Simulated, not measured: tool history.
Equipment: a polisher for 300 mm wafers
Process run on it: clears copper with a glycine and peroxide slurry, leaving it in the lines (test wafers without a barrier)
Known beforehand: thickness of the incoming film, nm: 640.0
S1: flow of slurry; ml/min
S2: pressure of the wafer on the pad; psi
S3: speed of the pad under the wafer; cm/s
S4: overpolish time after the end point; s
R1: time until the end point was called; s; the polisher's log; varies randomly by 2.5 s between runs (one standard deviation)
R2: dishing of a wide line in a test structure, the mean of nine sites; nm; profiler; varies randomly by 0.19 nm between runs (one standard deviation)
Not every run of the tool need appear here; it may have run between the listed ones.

run  hour   S1   S2   S3  S4      R1      R2
  1     0  240  3.2   78  10  138.37  27.379
  2   2.4  240  3.2   90  10  126.14  29.783
  3   8.9  240    3   88   9  134.54  26.929
  4  14.4  240    3  104   9   123.1  28.983
  5  20.6  240    3   94   8  130.83  24.716
  6  28.9  240    3   94   6  129.16  19.836
  7    30  240  2.8   92   6  134.53  19.112
  8  31.3  240  2.6   90   6  141.16  17.958
  9  32.7  240  2.6   90   6  139.64  17.962
 10  37.3  240  2.4   88   6  149.76  17.048

For run 11, what comes out?
 11  43.8  240  2.3  88   6   ?   ?

For run 11 the tool returned R1 149.75 s, R2 16.934 nm.
